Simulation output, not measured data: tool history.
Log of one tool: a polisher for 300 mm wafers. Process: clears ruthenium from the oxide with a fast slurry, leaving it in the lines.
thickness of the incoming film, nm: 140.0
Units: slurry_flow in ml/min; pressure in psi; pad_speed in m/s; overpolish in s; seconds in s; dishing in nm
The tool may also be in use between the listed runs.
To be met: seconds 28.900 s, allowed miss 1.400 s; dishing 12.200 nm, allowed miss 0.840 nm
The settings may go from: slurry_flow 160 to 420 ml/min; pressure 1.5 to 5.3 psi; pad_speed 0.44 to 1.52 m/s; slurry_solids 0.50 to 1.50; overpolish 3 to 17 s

Run 1, hour 0.0: slurry_flow 270 ml/min, pressure 3.4 psi, pad_speed 0.98 m/s, slurry_solids 1.00, overpolish 9 s. Result: seconds 26.981 s, dishing 32.369 nm.
Run 2, hour 5.8: slurry_flow 270 ml/min, pressure 3.4 psi, pad_speed 1.18 m/s, slurry_solids 1.00, overpolish 9 s. Result: seconds 23.941 s, dishing 35.705 nm.
Run 3, hour 7.4: slurry_flow 270 ml/min, pressure 4.0 psi, pad_speed 1.18 m/s, slurry_solids 1.00, overpolish 9 s. Result: seconds 20.527 s, dishing 39.746 nm.
Run 4, hour 12.1: slurry_flow 275 ml/min, pressure 3.8 psi, pad_speed 1.04 m/s, slurry_solids 1.05, overpolish 7 s. Result: seconds 23.128 s, dishing 30.723 nm.
Run 5, hour 13.1: slurry_flow 270 ml/min, pressure 3.8 psi, pad_speed 0.94 m/s, slurry_solids 1.00, overpolish 6 s. Result: seconds 25.197 s, dishing 25.057 nm.
Run 6, hour 20.4: slurry_flow 335 ml/min, pressure 3.8 psi, pad_speed 0.94 m/s, slurry_solids 1.00, overpolish 6 s. Result: seconds 24.492 s, dishing 25.336 nm.
Run 7, hour 22.0: slurry_flow 355 ml/min, pressure 4.1 psi, pad_speed 0.82 m/s, slurry_solids 0.85, overpolish 5 s. Result: seconds 27.161 s, dishing 19.497 nm.
Run 8, hour 30.8: slurry_flow 370 ml/min, pressure 4.4 psi, pad_speed 0.76 m/s, slurry_solids 0.75, overpolish 4 s. Result: seconds 27.423 s, dishing 15.612 nm.
Run 9, hour 39.5: slurry_flow 375 ml/min, pressure 4.5 psi, pad_speed 0.74 m/s, slurry_solids 0.70, overpolish 4 s. Result: seconds 28.864 s, dishing 15.026 nm.
Run 10, hour 40.6: slurry_flow 385 ml/min, pressure 4.6 psi, pad_speed 0.72 m/s, slurry_solids 0.65, overpolish 4 s. Result: seconds 29.659 s, dishing 14.822 nm.
Run 11, hour 44.7: slurry_flow 395 ml/min, pressure 4.8 psi, pad_speed 0.68 m/s, slurry_solids 0.65, overpolish 4 s. Result: seconds 29.974 s, dishing 15.541 nm.
Run 12, hour 46.0: slurry_flow 380 ml/min, pressure 4.7 psi, pad_speed 0.72 m/s, slurry_solids 0.60, overpolish 4 s. Result: seconds 30.215 s, dishing 14.320 nm.
Run 13, hour 52.6: slurry_flow 360 ml/min, pressure 4.7 psi, pad_speed 0.74 m/s, slurry_solids 0.55, overpolish 4 s. Result: seconds 31.225 s, dishing 14.597 nm.
Run 14, hour 58.8: slurry_flow 375 ml/min, pressure 4.7 psi, pad_speed 0.74 m/s, slurry_solids 0.55, overpolish 4 s. Result: seconds 31.141 s, dishing 14.174 nm.
Run 15, hour 64.0: slurry_flow 375 ml/min, pressure 4.7 psi, pad_speed 0.74 m/s, slurry_solids 0.55, overpolish 4 s. Result: seconds 31.625 s, dishing 14.696 nm.
Run 16, hour 66.1: slurry_flow 385 ml/min, pressure 4.7 psi, pad_speed 0.68 m/s, slurry_solids 0.65, overpolish 4 s. Result: seconds 30.715 s, dishing 14.899 nm.
Run 17, hour 72.6: slurry_flow 395 ml/min, pressure 4.6 psi, pad_speed 0.72 m/s, slurry_solids 0.60, overpolish 4 s. Result: seconds 30.032 s, dishing 14.713 nm.
Run 18, hour 80.9: slurry_flow 400 ml/min, pressure 4.5 psi, pad_speed 0.74 m/s, slurry_solids 0.55, overpolish 4 s. Result: seconds 32.013 s, dishing 14.013 nm.
Run 19, hour 89.4: slurry_flow 405 ml/min, pressure 4.6 psi, pad_speed 0.74 m/s, slurry_solids 0.55, overpolish 4 s. Result: seconds 31.364 s, dishing 14.706 nm.
Run 20, hour 91.5: slurry_flow 365 ml/min, pressure 4.8 psi, pad_speed 0.72 m/s, slurry_solids 0.55, overpolish 4 s. Result: seconds 31.341 s, dishing 14.278 nm.
Run 21, hour 92.6: slurry_flow 380 ml/min, pressure 4.9 psi, pad_speed 0.70 m/s, slurry_solids 0.55, overpolish 4 s. Result: seconds 30.923 s, dishing 14.564 nm.
Run 22, hour 94.2: slurry_flow 390 ml/min, pressure 4.9 psi, pad_speed 0.70 m/s, slurry_solids 0.55, overpolish 4 s. Result: seconds 31.796 s, dishing 14.583 nm.
Run 23, hour 99.1: slurry_flow 365 ml/min, pressure 4.6 psi, pad_speed 0.76 m/s, slurry_solids 0.55, overpolish 4 s. Result: seconds 31.081 s, dishing 15.102 nm.
Run 24, hour 102.7: slurry_flow 380 ml/min, pressure 4.6 psi, pad_speed 0.70 m/s, slurry_solids 0.65, overpolish 4 s. Result: seconds 31.287 s, dishing 14.508 nm.
Run 25, hour 110.2: slurry_flow 390 ml/min, pressure 4.7 psi, pad_speed 0.70 m/s, slurry_solids 0.65, overpolish 4 s. Result: seconds 29.227 s, dishing 14.850 nm.
Run 26, hour 111.5: slurry_flow 400 ml/min, pressure 4.7 psi, pad_speed 0.66 m/s, slurry_solids 0.70, overpolish 4 s. Result: seconds 29.979 s, dishing 15.150 nm.
Run 27, hour 114.1: slurry_flow 405 ml/min, pressure 4.8 psi, pad_speed 0.68 m/s, slurry_solids 0.65, overpolish 4 s. Result: seconds 30.277 s, dishing 15.174 nm.
Run 28, hour 115.3: slurry_flow 330 ml/min, pressure 4.1 psi, pad_speed 0.68 m/s, slurry_solids 0.90, overpolish 3 s. Result: seconds 30.502 s, dishing 11.475 nm.

5 next moves are on the table. One of them brings every result within its allowed miss. Which?
Run A, hour 116.5: slurry_flow 250 ml/min, pressure 4.9 psi, pad_speed 0.72 m/s, slurry_solids 0.90, overpolish 3 s. Result: seconds ?, dishing ?.
Run B, hour 116.5: slurry_flow 365 ml/min, pressure 4.4 psi, pad_speed 0.76 m/s, slurry_solids 1.05, overpolish 3 s. Result: seconds ?, dishing ?.
Run C, hour 116.5: slurry_flow 335 ml/min, pressure 4.4 psi, pad_speed 0.82 m/s, slurry_solids 0.85, overpolish 3 s. Result: seconds ?, dishing ?.
Run D, hour 116.5: slurry_flow 195 ml/min, pressure 4.2 psi, pad_speed 0.86 m/s, slurry_solids 0.80, overpolish 3 s. Result: seconds ?, dishing ?.
Run E, hour 116.5: slurry_flow 350 ml/min, pressure 5.2 psi, pad_speed 0.54 m/s, slurry_solids 1.15, overpolish 3 s. Result: seconds ?, dishing ?.

move  seconds  dishing
   A   25.820   13.992
   B   24.981   14.418
   C   25.896   13.954
   D   28.588   12.748
   E   26.158   13.827
A: takes the result that was furthest off past its target
B: takes the result that was furthest off past its target
C: takes the result that was furthest off past its target
D: meets every target
E: takes the result that was furthest off past its target
Move D is the one to make.

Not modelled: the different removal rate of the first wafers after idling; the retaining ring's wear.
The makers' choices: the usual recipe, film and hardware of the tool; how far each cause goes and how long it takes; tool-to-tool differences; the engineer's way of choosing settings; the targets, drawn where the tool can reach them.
